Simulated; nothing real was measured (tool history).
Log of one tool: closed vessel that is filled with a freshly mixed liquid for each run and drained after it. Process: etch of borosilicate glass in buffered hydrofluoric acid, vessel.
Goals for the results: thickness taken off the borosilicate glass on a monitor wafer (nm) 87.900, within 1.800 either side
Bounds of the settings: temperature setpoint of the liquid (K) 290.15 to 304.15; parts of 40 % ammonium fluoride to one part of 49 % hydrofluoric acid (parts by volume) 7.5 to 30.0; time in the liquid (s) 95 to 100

run,day,temperature setpoint of the liquid (K),parts of 40 % ammonium fluoride to one part of 49 % hydrofluoric acid (parts by volume),time in the liquid (s),thickness taken off the borosilicate glass on a monitor wafer (nm)
1,0.000,296.15,22.0,95,47.860
2,0.329,297.65,21.0,95,52.401
3,0.554,298.65,20.0,95,58.618
4,0.642,299.65,19.5,95,62.223
5,0.804,300.15,19.0,95,65.698
6,1.012,300.15,19.0,100,68.789
7,1.150,300.65,18.5,100,71.196
8,1.279,301.15,18.0,100,74.900
9,1.488,301.65,18.0,100,76.436
10,1.725,302.15,18.0,100,79.065
11,1.938,302.65,18.0,100,81.867
12,2.083,303.65,18.0,100,85.690
# day 2.283: hydrofluoric acid flow meter replaced
13,2.283,304.15,18.0,100,96.892
14,2.625,304.15,18.0,100,96.863
15,2.988,303.65,18.0,100,94.653
16,3.146,303.15,18.0,100,92.389
17,3.392,302.65,18.0,100,90.087

Next run, 4 choices. One meets every target within its allowed miss, the rest don't. Which?
A,3.638,302.15,17.0,100,?
B,3.638,300.15,15.0,100,?
C,3.638,303.15,18.0,100,?
D,3.638,304.15,19.0,95,?

move,thickness taken off the borosilicate glass on a monitor wafer (nm)
A,92.963
B,94.722
C,92.558
D,87.796
A: lands further from the targets than the last run did
B: lands further from the targets than the last run did
C: lands further from the targets than the last run did
D: in spec on every target
D meets every target.
